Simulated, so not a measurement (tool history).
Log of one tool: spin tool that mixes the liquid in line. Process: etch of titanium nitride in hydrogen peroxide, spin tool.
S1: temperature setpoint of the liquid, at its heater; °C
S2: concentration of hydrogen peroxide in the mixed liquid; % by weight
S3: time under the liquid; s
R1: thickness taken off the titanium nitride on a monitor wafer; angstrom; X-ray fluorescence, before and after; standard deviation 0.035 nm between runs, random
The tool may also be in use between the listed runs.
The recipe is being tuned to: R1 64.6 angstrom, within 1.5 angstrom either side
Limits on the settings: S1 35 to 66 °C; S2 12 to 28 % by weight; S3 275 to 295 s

{"run": 1, "hour": 0.0, "S1": 51, "S2": 19, "S3": 275, "R1": 145.25}
{"run": 2, "hour": 4.1, "S1": 48.5, "S2": 19, "S3": 275, "R1": 121.46}
{"run": 3, "hour": 12.6, "S1": 46.5, "S2": 19, "S3": 275, "R1": 104}
{"run": 4, "hour": 18.0, "S1": 45, "S2": 19, "S3": 275, "R1": 93.038}
{"hour": 25.8, "done": "new drum of peroxide connected"}
{"run": 5, "hour": 25.8, "S1": 44, "S2": 19, "S3": 275, "R1": 87.897}
{"run": 6, "hour": 27.2, "S1": 43, "S2": 19, "S3": 275, "R1": 81.967}
{"run": 7, "hour": 30.5, "S1": 39, "S2": 19, "S3": 275, "R1": 60.026}
{"run": 8, "hour": 31.4, "S1": 39, "S2": 19, "S3": 275, "R1": 60.233}
{"run": 9, "hour": 36.4, "S1": 39.5, "S2": 19, "S3": 275, "R1": 62.239}

Below are 5 possible settings for the next run. Only one of them brings all results inside the allowed miss of their targets. Which is it?
{"run": "A", "hour": 41.4, "S1": 39, "S2": 20.5, "S3": 275, "R1": "?"}
{"run": "B", "hour": 41.4, "S1": 39, "S2": 19, "S3": 295, "R1": "?"}
{"run": "C", "hour": 41.4, "S1": 38.5, "S2": 28, "S3": 295, "R1": "?"}
{"run": "D", "hour": 41.4, "S1": 39.5, "S2": 18.5, "S3": 275, "R1": "?"}
{"run": "E", "hour": 41.4, "S1": 38.5, "S2": 23, "S3": 275, "R1": "?"}

move=A R1=61.786
move=B R1=65.211
move=C R1=68.232
move=D R1=62.826
move=E R1=60.93
A: lands further from the targets than the last run did
B: all results land within tolerance of their targets
C: moves the result that the last run missed by most past its target, out the other side
D: moves toward the targets from the last run without getting all of them in spec
E: lands further from the targets than the last run did
So the answer is move B, the one that meets all the targets.

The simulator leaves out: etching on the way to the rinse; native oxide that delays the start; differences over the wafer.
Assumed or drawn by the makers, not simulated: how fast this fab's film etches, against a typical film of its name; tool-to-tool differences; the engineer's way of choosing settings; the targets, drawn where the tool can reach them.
